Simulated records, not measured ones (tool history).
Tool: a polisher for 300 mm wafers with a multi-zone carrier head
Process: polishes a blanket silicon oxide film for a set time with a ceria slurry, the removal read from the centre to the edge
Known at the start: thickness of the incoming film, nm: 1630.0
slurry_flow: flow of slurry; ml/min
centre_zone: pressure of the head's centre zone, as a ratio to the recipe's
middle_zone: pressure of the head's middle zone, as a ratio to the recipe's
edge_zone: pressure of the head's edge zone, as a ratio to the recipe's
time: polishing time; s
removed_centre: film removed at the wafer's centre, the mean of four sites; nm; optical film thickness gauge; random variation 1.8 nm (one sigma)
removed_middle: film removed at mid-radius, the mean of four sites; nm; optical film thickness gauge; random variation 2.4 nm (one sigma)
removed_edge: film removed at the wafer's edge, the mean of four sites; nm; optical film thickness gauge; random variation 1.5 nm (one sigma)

| run | hour | slurry_flow | centre_zone | middle_zone | edge_zone | time | removed_centre | removed_middle | removed_edge |
|---|---|---|---|---|---|---|---|---|---|
| 1 | 0.0 | 265 | 1.00 | 1.00 | 1.00 | 72 | 228.77 | 226.00 | 227.95 |
| 2 | 4.1 | 265 | 1.00 | 1.00 | 1.00 | 64 | 205.25 | 199.77 | 204.56 |
| 3 | 7.5 | 215 | 1.00 | 1.00 | 1.00 | 64 | 202.95 | 195.59 | 197.28 |
| 4 | 15.7 | 215 | 1.00 | 1.00 | 1.00 | 46 | 145.32 | 141.14 | 143.45 |
| 5 | 24.6 | 240 | 1.03 | 1.04 | 1.00 | 51 | 165.49 | 166.06 | 162.67 |
| 6 | 29.1 | 245 | 1.06 | 1.06 | 0.99 | 55 | 177.84 | 181.13 | 174.01 |
| 7 | 37.4 | 320 | 1.16 | 1.11 | 0.89 | 75 | 267.38 | 263.12 | 225.57 |

The next listed run, before its measurement:
| 8 | 46.3 | 320 | 1.16 | 1.11 | 0.89 | 75 | ? | ? | ? |

removed_centre: 265.09 nm
removed_middle: 257.58 nm
removed_edge: 229.17 nm

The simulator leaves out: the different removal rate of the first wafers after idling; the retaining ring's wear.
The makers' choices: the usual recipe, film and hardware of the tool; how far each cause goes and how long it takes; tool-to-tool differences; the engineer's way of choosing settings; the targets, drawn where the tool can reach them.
